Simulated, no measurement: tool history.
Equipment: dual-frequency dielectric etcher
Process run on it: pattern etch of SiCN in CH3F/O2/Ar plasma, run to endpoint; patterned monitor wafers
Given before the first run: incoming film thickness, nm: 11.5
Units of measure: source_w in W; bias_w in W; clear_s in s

{"run": 1, "hour": 0.0, "source_w": 450, "bias_w": 87, "clear_s": 26.598}
{"run": 2, "hour": 1.6, "source_w": 450, "bias_w": 97, "clear_s": 25.704}
{"run": 3, "hour": 2.4, "source_w": 420, "bias_w": 97, "clear_s": 26.473}
{"run": 4, "hour": 9.3, "source_w": 380, "bias_w": 97, "clear_s": 27.492}
{"run": 5, "hour": 14.0, "source_w": 380, "bias_w": 103, "clear_s": 26.786}
{"run": 6, "hour": 21.0, "source_w": 360, "bias_w": 100, "clear_s": 27.623}

What will run 7 give?
{"hour": 29.8, "done": "source power generator calibrated"}
{"run": 7, "hour": 29.8, "source_w": 340, "bias_w": 97, "clear_s": "?"}

clear_s: 28.636 s
